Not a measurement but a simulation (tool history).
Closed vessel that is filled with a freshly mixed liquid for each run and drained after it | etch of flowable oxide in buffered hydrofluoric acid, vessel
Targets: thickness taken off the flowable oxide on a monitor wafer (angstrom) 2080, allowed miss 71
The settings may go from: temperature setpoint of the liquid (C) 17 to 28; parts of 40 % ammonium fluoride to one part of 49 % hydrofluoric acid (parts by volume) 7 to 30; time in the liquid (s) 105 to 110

run	hour	temperature setpoint of the liquid (C)	parts of 40 % ammonium fluoride to one part of 49 % hydrofluoric acid (parts by volume)	time in the liquid (s)	thickness taken off the flowable oxide on a monitor wafer (angstrom)
1	0	20	19	105	1256.7
2	2	20	19	110	1326.5
3	3.7	20	19	110	1331
4	8.5	20	19	110	1360.9
5	12.8	20	14	110	1830.8
6	14.7	20.5	14	110	1886.6
7	19.3	20.5	14	110	1844.5
8	21.2	21	14	110	1910.2

Which of these 4 next moves meets every target?
A	23.1	17	12	110	?
B	23.1	23	14.5	110	?
C	23.1	18.5	12	105	?
D	23.1	19	12.5	105	?

move	thickness taken off the flowable oxide on a monitor wafer (angstrom)
A	1742.1
B	2025.4
C	1811
D	1789.9
A: further off than the last run
B: meets every target
C: further off than the last run
D: further off than the last run
The right move is B.
